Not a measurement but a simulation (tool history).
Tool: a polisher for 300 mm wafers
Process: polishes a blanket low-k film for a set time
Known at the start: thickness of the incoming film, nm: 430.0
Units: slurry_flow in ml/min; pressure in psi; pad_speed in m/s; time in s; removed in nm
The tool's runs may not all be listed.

Run 1, hour 0: slurry_flow 265 ml/min, pressure 1.4 psi, pad_speed 0.84 m/s, slurry_solids 1, time 78 s. Result: removed 20.119 nm.
Run 2, hour 5.7: slurry_flow 265 ml/min, pressure 1.2 psi, pad_speed 0.84 m/s, slurry_solids 1, time 78 s. Result: removed 17.182 nm.
Run 3, hour 13.8: slurry_flow 265 ml/min, pressure 1.2 psi, pad_speed 0.84 m/s, slurry_solids 0.8, time 78 s. Result: removed 15.852 nm.
Run 4, hour 20.7: slurry_flow 265 ml/min, pressure 1.2 psi, pad_speed 0.84 m/s, slurry_solids 0.6, time 78 s. Result: removed 14.137 nm.
Run 5, hour 27.8: slurry_flow 265 ml/min, pressure 1.3 psi, pad_speed 0.84 m/s, slurry_solids 0.6, time 78 s. Result: removed 15.265 nm.
Run 6, hour 28.9: slurry_flow 225 ml/min, pressure 1.3 psi, pad_speed 0.84 m/s, slurry_solids 0.6, time 78 s. Result: removed 15.033 nm.
Run 7, hour 29.7: slurry_flow 225 ml/min, pressure 1.4 psi, pad_speed 0.84 m/s, slurry_solids 0.6, time 78 s. Result: removed 16.084 nm.

The next listed run, before its measurement:
Run 8, hour 38.2: slurry_flow 230 ml/min, pressure 1.5 psi, pad_speed 0.84 m/s, slurry_solids 0.6, time 78 s. Result: removed ?.

{"run 8": {"removed": 17.323}}

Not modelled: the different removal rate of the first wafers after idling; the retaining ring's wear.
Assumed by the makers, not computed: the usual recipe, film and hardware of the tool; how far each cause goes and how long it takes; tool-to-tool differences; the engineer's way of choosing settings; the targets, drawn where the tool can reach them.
